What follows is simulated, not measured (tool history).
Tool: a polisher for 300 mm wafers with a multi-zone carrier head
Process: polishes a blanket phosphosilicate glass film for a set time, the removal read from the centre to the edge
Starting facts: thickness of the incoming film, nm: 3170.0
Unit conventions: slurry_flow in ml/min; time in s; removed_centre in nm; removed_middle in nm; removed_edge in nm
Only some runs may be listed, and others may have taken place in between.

{"run": 1, "hour": 0.0, "slurry_flow": 135, "centre_zone": 1, "middle_zone": 1, "edge_zone": 1, "slurry_solids": 1, "time": 46, "removed_centre": 346.28, "removed_middle": 344.56, "removed_edge": 345.77}
{"run": 2, "hour": 8.7, "slurry_flow": 155, "centre_zone": 1, "middle_zone": 1, "edge_zone": 1, "slurry_solids": 1, "time": 46, "removed_centre": 362.17, "removed_middle": 347.33, "removed_edge": 348.55}
{"run": 3, "hour": 13.7, "slurry_flow": 155, "centre_zone": 1, "middle_zone": 1.06, "edge_zone": 1, "slurry_solids": 1, "time": 46, "removed_centre": 348.07, "removed_middle": 365.21, "removed_edge": 347.68}
{"run": 4, "hour": 19.2, "slurry_flow": 155, "centre_zone": 1, "middle_zone": 1.06, "edge_zone": 0.94, "slurry_solids": 1, "time": 46, "removed_centre": 348.11, "removed_middle": 363.86, "removed_edge": 337.81}
{"run": 5, "hour": 27.0, "slurry_flow": 150, "centre_zone": 0.98, "middle_zone": 1.05, "edge_zone": 1, "slurry_solids": 1.15, "time": 47, "removed_centre": 362.44, "removed_middle": 385.47, "removed_edge": 371.1}
{"run": 6, "hour": 35.0, "slurry_flow": 150, "centre_zone": 0.98, "middle_zone": 1.05, "edge_zone": 0.96, "slurry_solids": 1.15, "time": 47, "removed_centre": 375.05, "removed_middle": 386.24, "removed_edge": 364.13}
{"run": 7, "hour": 36.3, "slurry_flow": 145, "centre_zone": 0.97, "middle_zone": 1.05, "edge_zone": 1.03, "slurry_solids": 1.25, "time": 49, "removed_centre": 382.73, "removed_middle": 411.7, "removed_edge": 401.64}

Estimate the outcome of run 8 from the log above:
{"run": 8, "hour": 44.3, "slurry_flow": 150, "centre_zone": 0.97, "middle_zone": 1.05, "edge_zone": 1.08, "slurry_solids": 1.35, "time": 50, "removed_centre": "?", "removed_middle": "?", "removed_edge": "?"}

{"run 8": {"removed_centre": 403.12, "removed_middle": 428.98, "removed_edge": 428.01}}
